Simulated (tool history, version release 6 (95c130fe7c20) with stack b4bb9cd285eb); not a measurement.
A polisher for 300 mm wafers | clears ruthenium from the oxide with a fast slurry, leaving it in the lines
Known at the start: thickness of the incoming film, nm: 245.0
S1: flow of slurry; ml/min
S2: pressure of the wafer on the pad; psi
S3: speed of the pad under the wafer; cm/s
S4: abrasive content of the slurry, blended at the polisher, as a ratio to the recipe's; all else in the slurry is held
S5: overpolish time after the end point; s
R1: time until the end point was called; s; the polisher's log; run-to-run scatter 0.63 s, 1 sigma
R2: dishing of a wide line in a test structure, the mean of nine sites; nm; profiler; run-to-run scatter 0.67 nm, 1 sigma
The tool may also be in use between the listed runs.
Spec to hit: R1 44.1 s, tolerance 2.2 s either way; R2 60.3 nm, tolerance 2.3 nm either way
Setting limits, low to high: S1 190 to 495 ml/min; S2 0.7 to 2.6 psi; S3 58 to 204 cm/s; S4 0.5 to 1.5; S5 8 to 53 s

run 1 hour=0 | S1=320 S2=1.6 S3=130 S4=1 S5=27 | R1=71.655 R2=60.805
run 2 hour=8.9 | S1=320 S2=1.6 S3=130 S4=1 S5=22 | R1=73.123 R2=51.242
run 3 hour=14.7 | S1=320 S2=1.7 S3=130 S4=1 S5=21 | R1=69.009 R2=50.94
run 4 hour=18.5 | S1=320 S2=1.7 S3=130 S4=1 S5=30 | R1=69.203 R2=68.667
run 5 hour=19.1 | S1=320 S2=1.7 S3=104 S4=1 S5=30 | R1=84.371 R2=58.313
-- hour=25 worn pad replaced by a new one
run 6 hour=25 | S1=320 S2=1.9 S3=106 S4=1 S5=27 | R1=70.796 R2=61.632
run 7 hour=30.3 | S1=320 S2=1.9 S3=106 S4=1 S5=27 | R1=70.423 R2=62.421
run 8 hour=31.3 | S1=320 S2=2 S3=108 S4=1 S5=24 | R1=67.684 R2=59.21

Which of these 5 next moves meets every target?
run A hour=32.3 | S1=310 S2=2.4 S3=136 S4=0.95 S5=21 | R1=? R2=?
run B hour=32.3 | S1=300 S2=2.6 S3=126 S4=1 S5=20 | R1=? R2=?
run C hour=32.3 | S1=335 S2=1.4 S3=84 S4=0.95 S5=41 | R1=? R2=?
run D hour=32.3 | S1=300 S2=1.4 S3=102 S4=1.1 S5=28 | R1=? R2=?
run E hour=32.3 | S1=415 S2=2.5 S3=158 S4=0.85 S5=16 | R1=? R2=?

move=A R1=49.773 R2=67.602
move=B R1=48.852 R2=66.012
move=C R1=110.89 R2=60.828
move=D R1=85.307 R2=55.155
move=E R1=44.701 R2=59.24
A: closer than the last run, but not yet in spec
B: closer than the last run, but not yet in spec
C: the biggest miss grows against the last run
D: the biggest miss grows against the last run
E: all results in spec
Go with E: it meets all targets.
